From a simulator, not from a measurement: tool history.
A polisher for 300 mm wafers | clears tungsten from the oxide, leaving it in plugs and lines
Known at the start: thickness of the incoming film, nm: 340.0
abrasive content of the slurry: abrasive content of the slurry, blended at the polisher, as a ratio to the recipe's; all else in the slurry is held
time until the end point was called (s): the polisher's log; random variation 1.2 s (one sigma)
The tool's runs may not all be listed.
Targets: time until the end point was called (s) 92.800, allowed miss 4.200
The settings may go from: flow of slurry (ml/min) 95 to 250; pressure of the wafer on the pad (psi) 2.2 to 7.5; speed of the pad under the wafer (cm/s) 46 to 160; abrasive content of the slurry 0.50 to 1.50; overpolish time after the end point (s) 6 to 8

| run | day | flow of slurry (ml/min) | pressure of the wafer on the pad (psi) | speed of the pad under the wafer (cm/s) | abrasive content of the slurry | overpolish time after the end point (s) | time until the end point was called (s) |
|---|---|---|---|---|---|---|---|
| 1 | 0.000 | 160 | 4.8 | 102 | 1.00 | 8 | 70.589 |
| 2 | 0.304 | 160 | 4.8 | 102 | 1.00 | 6 | 71.412 |
| 3 | 0.621 | 160 | 4.5 | 102 | 1.00 | 6 | 75.827 |
| 4 | 0.900 | 160 | 4.3 | 102 | 1.00 | 6 | 78.702 |
| 5 | 0.933 | 160 | 5.0 | 102 | 1.00 | 6 | 68.678 |
| 6 | 0.988 | 160 | 5.0 | 92 | 1.00 | 6 | 73.578 |
| 7 | 1.221 | 160 | 4.8 | 92 | 1.00 | 6 | 78.289 |
| 8 | 1.542 | 160 | 4.6 | 92 | 1.00 | 6 | 82.366 |
| 9 | 1.658 | 160 | 4.5 | 92 | 1.00 | 6 | 81.051 |
| 10 | 1.779 | 160 | 4.3 | 92 | 1.00 | 6 | 87.883 |
| 11 | 1.825 | 160 | 4.2 | 92 | 1.00 | 6 | 88.242 |

5 next moves are on the table. One of them brings every result within its allowed miss. Which?
| A | 1.871 | 135 | 5.2 | 76 | 1.30 | 6 | ? |
| B | 1.871 | 160 | 4.5 | 98 | 0.95 | 6 | ? |
| C | 1.871 | 150 | 5.0 | 78 | 1.10 | 7 | ? |
| D | 1.871 | 205 | 3.9 | 110 | 0.95 | 6 | ? |
| E | 1.871 | 195 | 4.0 | 86 | 1.05 | 6 | ? |

| move | time until the end point was called (s) |
|---|---|
| A | 80.603 |
| B | 79.064 |
| C | 84.015 |
| D | 79.028 |
| E | 93.194 |
A: further off than the last run
B: further off than the last run
C: further off than the last run
D: further off than the last run
E: meets every target
The right move is E.

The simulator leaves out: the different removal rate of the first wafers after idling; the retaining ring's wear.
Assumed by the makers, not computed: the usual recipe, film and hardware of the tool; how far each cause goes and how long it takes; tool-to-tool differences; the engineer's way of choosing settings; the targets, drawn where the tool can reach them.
